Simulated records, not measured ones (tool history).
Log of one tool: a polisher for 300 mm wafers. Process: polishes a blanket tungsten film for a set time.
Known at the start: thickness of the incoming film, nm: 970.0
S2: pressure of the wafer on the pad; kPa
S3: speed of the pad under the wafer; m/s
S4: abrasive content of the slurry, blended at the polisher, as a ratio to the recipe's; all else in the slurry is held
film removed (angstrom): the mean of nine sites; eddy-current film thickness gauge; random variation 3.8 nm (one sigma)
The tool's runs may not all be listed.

run 1 hour=0.0 | flow_of_slurry_(ml/min)=270 S2=31.7 S3=1.24 S4=1.0 polishing_time_(s)=61 | film_removed_(angstrom)=4543.0
run 2 hour=1.3 | flow_of_slurry_(ml/min)=270 S2=33.1 S3=1.24 S4=1.0 polishing_time_(s)=61 | film_removed_(angstrom)=4717.6
run 3 hour=9.6 | flow_of_slurry_(ml/min)=270 S2=34.5 S3=1.24 S4=1.0 polishing_time_(s)=61 | film_removed_(angstrom)=4812.5
run 4 hour=15.3 | flow_of_slurry_(ml/min)=270 S2=35.9 S3=1.24 S4=1.0 polishing_time_(s)=61 | film_removed_(angstrom)=5087.0
run 5 hour=23.1 | flow_of_slurry_(ml/min)=270 S2=37.2 S3=1.24 S4=1.0 polishing_time_(s)=61 | film_removed_(angstrom)=5229.5
run 6 hour=28.5 | flow_of_slurry_(ml/min)=210 S2=37.2 S3=1.24 S4=1.0 polishing_time_(s)=61 | film_removed_(angstrom)=5055.5

Forecast run 7:
run 7 hour=33.5 | flow_of_slurry_(ml/min)=225 S2=37.9 S3=1.24 S4=1.0 polishing_time_(s)=61 | film_removed_(angstrom)=?

Run 7 gave film removed (angstrom) 5170.9.
